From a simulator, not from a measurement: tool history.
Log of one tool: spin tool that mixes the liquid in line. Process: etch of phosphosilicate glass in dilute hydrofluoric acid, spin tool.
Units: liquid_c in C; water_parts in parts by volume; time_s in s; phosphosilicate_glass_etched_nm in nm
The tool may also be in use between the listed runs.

run,day,liquid_c,water_parts,time_s,phosphosilicate_glass_etched_nm
1,0,25,180,45,45.676
2,0.121,26.5,180,45,48.424
3,0.379,28,180,45,51.176
4,0.512,28,180,50,56.774
5,0.538,29,180,50,59.107
6,0.692,27.5,180,50,55.843
7,0.829,28.5,180,50,57.802
8,1.046,29.5,180,50,60.229
9,1.167,30,180,50,60.618

Forecast run 10:
10,1.467,30.5,180,50,?

phosphosilicate_glass_etched_nm: 62.085 nm

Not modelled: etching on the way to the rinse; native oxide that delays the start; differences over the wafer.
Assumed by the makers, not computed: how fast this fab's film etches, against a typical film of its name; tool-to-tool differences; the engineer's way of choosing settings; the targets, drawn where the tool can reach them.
